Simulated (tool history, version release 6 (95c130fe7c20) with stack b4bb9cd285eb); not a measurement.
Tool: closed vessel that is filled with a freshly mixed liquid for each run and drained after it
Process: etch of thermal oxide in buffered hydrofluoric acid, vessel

run	hour	temperature setpoint of the liquid (C)	parts of 40 % ammonium fluoride to one part of 49 % hydrofluoric acid (parts by volume)	time in the liquid (s)	thickness taken off the thermal oxide on a monitor wafer (nm)
1	0	23	13.5	30	24.808
2	3.2	23	11.5	30	28.632
3	12.5	21	12.5	30	23.631
4	14.4	21	16	30	18.808
5	19.2	21	14.5	30	20.387
6	25.4	19	14.5	30	18.527
7	33.1	19	14.5	30	18.54
8	36.3	18.5	15	30	17.485
9	44.7	18	15	30	16.694

Run 10 comes next. What will it give?
10	51.8	18	15	30	?

{"run 10": {"thickness taken off the thermal oxide on a monitor wafer (nm)": 16.74}}

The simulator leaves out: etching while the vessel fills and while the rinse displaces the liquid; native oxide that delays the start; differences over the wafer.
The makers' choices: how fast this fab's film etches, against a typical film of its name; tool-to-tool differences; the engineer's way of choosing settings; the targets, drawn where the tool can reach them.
